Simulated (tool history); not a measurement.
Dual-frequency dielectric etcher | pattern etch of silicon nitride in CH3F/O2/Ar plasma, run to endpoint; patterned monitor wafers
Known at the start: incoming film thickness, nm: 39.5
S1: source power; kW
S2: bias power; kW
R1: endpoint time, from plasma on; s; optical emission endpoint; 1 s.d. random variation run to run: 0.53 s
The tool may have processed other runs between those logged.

| run | hour | S1 | S2 | R1 |
|---|---|---|---|---|
| 1 | 0.0 | 0.450 | 0.087 | 52.207 |
| 2 | 7.5 | 0.430 | 0.083 | 53.932 |
| 3 | 16.5 | 0.430 | 0.096 | 52.275 |
| 4 | 24.3 | 0.480 | 0.096 | 48.879 |
| 5 | 25.8 | 0.450 | 0.093 | 50.940 |
| 6 | 28.7 | 0.480 | 0.093 | 49.635 |

What does the tool deliver on the next run?
| 7 | 37.4 | 0.450 | 0.089 | ? |

Logged for run 7: R1 52.070 s.
